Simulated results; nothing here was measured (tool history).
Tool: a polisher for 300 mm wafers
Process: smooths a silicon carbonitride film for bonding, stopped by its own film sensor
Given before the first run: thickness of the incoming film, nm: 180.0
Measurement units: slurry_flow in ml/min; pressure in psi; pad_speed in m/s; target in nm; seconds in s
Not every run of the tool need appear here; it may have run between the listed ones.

run 1 hour=0 | slurry_flow=260 pressure=2.3 pad_speed=1.06 slurry_solids=1 target=138 | seconds=128.3
run 2 hour=7.5 | slurry_flow=315 pressure=2.3 pad_speed=1.06 slurry_solids=1 target=138 | seconds=126.46
run 3 hour=12.9 | slurry_flow=315 pressure=2.3 pad_speed=0.82 slurry_solids=1 target=138 | seconds=150.86
run 4 hour=15.3 | slurry_flow=315 pressure=2.3 pad_speed=0.82 slurry_solids=1.15 target=138 | seconds=139.58
run 5 hour=20.3 | slurry_flow=315 pressure=2.2 pad_speed=0.82 slurry_solids=1.15 target=138 | seconds=147.83
run 6 hour=25.1 | slurry_flow=315 pressure=2.1 pad_speed=0.82 slurry_solids=1.15 target=138 | seconds=156.51

Run 7 is up next; what results do you expect?
run 7 hour=27.3 | slurry_flow=315 pressure=2 pad_speed=0.82 slurry_solids=1.15 target=138 | seconds=?

seconds: 162.5 s

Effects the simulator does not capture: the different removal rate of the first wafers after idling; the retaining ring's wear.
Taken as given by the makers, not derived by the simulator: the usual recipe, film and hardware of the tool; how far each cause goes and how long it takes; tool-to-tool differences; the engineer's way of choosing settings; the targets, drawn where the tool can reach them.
